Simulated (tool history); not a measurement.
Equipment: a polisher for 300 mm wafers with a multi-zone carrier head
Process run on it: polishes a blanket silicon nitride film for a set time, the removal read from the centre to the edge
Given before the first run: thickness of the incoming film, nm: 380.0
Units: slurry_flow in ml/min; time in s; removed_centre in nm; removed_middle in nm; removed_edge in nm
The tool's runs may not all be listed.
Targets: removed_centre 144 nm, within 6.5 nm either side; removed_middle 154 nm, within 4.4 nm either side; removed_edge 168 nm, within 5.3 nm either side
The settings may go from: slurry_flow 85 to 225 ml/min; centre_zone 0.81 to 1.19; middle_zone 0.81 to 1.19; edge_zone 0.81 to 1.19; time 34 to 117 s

run	day	slurry_flow	centre_zone	middle_zone	edge_zone	time	removed_centre	removed_middle	removed_edge
1	0	145	1	1	1	75	145.16	145.14	147.21
2	0.133	150	0.99	1	1.02	75	145.41	149.57	146
3	0.438	140	0.98	0.99	1.03	77	142.82	150.23	147.32
4	0.779	140	0.94	0.99	1.03	77	134.26	149.56	152.23
5	0.846	145	0.94	0.98	1.03	78	141.62	151.28	153.86
6	1.067	145	0.94	1.03	1.03	78	140.05	156.36	152.23
7	1.383	145	0.93	1.01	1.03	79	143.87	156.53	153.05
8	1.679	145	0.93	0.99	1.04	80	145.53	157.64	155.15
9	1.912	140	0.9	0.9	1.14	82	141.18	144.54	165.82
10	2.004	145	0.9	0.91	1.14	82	142.58	148.03	165.48

Consider the 4 candidate settings below. Which is the only one whose results all fall within their allowed miss of target?
A	2.096	165	0.87	1.1	1.09	76	?	?	?
B	2.096	135	0.81	0.98	1.07	81	?	?	?
C	2.096	165	0.87	1.01	1.1	76	?	?	?
D	2.096	105	0.95	0.99	1.19	85	?	?	?

move	removed_centre	removed_middle	removed_edge
A	133.53	166.43	154.42
B	126.36	154.46	158.72
C	133.45	154.76	155.27
D	144.56	153.07	167.48
A: carries the result that was furthest off beyond its target, to the other side
B: the worst result of the last run now meets its target, but another is out of spec
C: the worst result of the last run now meets its target, but another is out of spec
D: in spec on every target
The move that meets every target is D.
